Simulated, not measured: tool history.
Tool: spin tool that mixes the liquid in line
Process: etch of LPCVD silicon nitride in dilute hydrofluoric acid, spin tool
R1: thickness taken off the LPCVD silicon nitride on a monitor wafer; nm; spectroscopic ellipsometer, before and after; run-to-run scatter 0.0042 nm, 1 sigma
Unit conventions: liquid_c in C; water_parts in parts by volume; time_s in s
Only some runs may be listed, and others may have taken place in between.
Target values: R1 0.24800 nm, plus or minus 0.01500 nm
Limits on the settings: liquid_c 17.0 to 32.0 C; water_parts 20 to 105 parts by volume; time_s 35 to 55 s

Run 1, hour 0.0: liquid_c 24.0 C, water_parts 55 parts by volume, time_s 55 s. Result: R1 0.56455 nm.
Run 2, hour 3.5: liquid_c 25.0 C, water_parts 55 parts by volume, time_s 55 s. Result: R1 0.62358 nm.
Run 3, hour 10.1: liquid_c 27.0 C, water_parts 55 parts by volume, time_s 55 s. Result: R1 0.69205 nm.
Run 4, hour 10.8: liquid_c 24.5 C, water_parts 55 parts by volume, time_s 55 s. Result: R1 0.58829 nm.
Run 5, hour 11.7: liquid_c 24.5 C, water_parts 70 parts by volume, time_s 55 s. Result: R1 0.46770 nm.
Run 6, hour 19.0: liquid_c 22.5 C, water_parts 75 parts by volume, time_s 55 s. Result: R1 0.38452 nm.
Run 7, hour 27.6: liquid_c 22.5 C, water_parts 75 parts by volume, time_s 55 s. Result: R1 0.39194 nm.
Run 8, hour 28.7: liquid_c 21.0 C, water_parts 80 parts by volume, time_s 55 s. Result: R1 0.32922 nm.
Run 9, hour 37.0: liquid_c 20.0 C, water_parts 80 parts by volume, time_s 55 s. Result: R1 0.31156 nm.
Run 10, hour 41.1: liquid_c 19.0 C, water_parts 80 parts by volume, time_s 55 s. Result: R1 0.28978 nm.
Run 11, hour 43.2: liquid_c 18.5 C, water_parts 80 parts by volume, time_s 55 s. Result: R1 0.27235 nm.
Run 12, hour 48.5: liquid_c 18.0 C, water_parts 80 parts by volume, time_s 55 s. Result: R1 0.27883 nm.

Which single option among these 4 for the next run brings every result within its allowed miss of target? Just one does.
Run A, hour 53.8: liquid_c 17.0 C, water_parts 75 parts by volume, time_s 50 s. Result: R1 ?.
Run B, hour 53.8: liquid_c 20.0 C, water_parts 75 parts by volume, time_s 55 s. Result: R1 ?.
Run C, hour 53.8: liquid_c 24.5 C, water_parts 75 parts by volume, time_s 35 s. Result: R1 ?.
Run D, hour 53.8: liquid_c 24.5 C, water_parts 100 parts by volume, time_s 55 s. Result: R1 ?.

move       R1
   A  0.24923
   B  0.33666
   C  0.28898
   D  0.34130
A: in spec on every target
B: its largest miss is bigger than the last run's
C: its largest miss is bigger than the last run's
D: its largest miss is bigger than the last run's
A meets every target.
